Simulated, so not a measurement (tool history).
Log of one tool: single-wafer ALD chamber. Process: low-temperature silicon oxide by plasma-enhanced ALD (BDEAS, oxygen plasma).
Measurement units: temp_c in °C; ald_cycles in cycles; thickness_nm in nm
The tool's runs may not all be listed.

run	hour	temp_c	ald_cycles	thickness_nm
1	0	85	36	5.0947
2	4.9	85	40	5.6997
3	6.6	89	40	5.6473
4	10.4	91	37	5.1815
5	12.7	96	37	5.0799
6	14.1	105	37	4.9721
7	18.8	106	35	4.7037
8	25.1	107	34	4.5689
9	26	107	33	4.4141
10	28.9	107	32	4.2842

What will run 11 give?
11	33.9	107	31	?

Logged for run 11: thickness_nm 4.1581 nm.
